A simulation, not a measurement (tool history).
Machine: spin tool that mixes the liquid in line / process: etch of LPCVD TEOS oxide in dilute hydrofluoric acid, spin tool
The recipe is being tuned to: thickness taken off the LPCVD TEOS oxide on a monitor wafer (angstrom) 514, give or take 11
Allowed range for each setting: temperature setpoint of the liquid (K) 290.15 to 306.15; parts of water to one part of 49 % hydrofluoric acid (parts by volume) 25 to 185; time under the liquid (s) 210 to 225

run	hour	temperature setpoint of the liquid (K)	parts of water to one part of 49 % hydrofluoric acid (parts by volume)	time under the liquid (s)	thickness taken off the LPCVD TEOS oxide on a monitor wafer (angstrom)
1	0	298.15	105	210	884.82
2	6.9	296.65	110	210	791.1
3	15.5	296.65	110	210	784.61
4	21.5	296.65	110	210	798.44
5	29.2	295.15	115	210	715.24
6	32	295.15	115	225	759.07
7	35.2	294.15	120	225	690.2
8	36.3	293.15	120	225	669.95
9	40.8	292.65	125	225	629.6
10	49.3	292.15	125	225	607.01

5 candidate next runs follow, results not yet known. Just one meets every target within its allowed miss. Identify it.
A	57.8	293.15	140	215	?
B	57.8	290.65	135	220	?
C	57.8	291.15	140	210	?
D	57.8	291.15	105	210	?
E	57.8	290.15	140	220	?

move	thickness taken off the LPCVD TEOS oxide on a monitor wafer (angstrom)
A	539.52
B	519.93
C	486.03
D	671.84
E	488.71
A: better than the last run, though not everything is in spec
B: every result lands within tolerance
C: pushes the last run's worst result past its target
D: further off than the last run
E: pushes the last run's worst result past its target
Move B is the one to make.

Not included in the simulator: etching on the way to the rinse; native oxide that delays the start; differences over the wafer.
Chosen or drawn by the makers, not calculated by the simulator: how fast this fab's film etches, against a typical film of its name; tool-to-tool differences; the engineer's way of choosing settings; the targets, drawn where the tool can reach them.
